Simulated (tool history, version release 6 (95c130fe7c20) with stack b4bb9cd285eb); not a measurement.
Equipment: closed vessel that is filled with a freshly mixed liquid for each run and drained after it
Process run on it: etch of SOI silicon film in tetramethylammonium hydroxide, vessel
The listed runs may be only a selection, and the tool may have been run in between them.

run,hour,temperature setpoint of the liquid (C),concentration of hydroxide in the mixed liquid (% by weight),time in the liquid (s),thickness taken off the SOI silicon film on a monitor wafer (angstrom)
1,0.0,63.0,8,90,4493.1
2,2.5,64.5,8,90,4863.4
3,3.6,60.5,8,90,3796.8
4,10.8,55.5,8,90,2800.6
5,15.0,55.5,8,90,2773.2
6,16.6,57.5,8,90,3198.9
7,18.8,60.5,8,90,3859.4
8,26.6,62.5,8,90,4347.8
9,27.8,64.0,8,90,4726.0

Run 10, settings as shown, results not yet in. Your forecast:
10,35.8,70.5,8,90,?

Run 10 produced thickness taken off the SOI silicon film on a monitor wafer (angstrom) 7033.4.

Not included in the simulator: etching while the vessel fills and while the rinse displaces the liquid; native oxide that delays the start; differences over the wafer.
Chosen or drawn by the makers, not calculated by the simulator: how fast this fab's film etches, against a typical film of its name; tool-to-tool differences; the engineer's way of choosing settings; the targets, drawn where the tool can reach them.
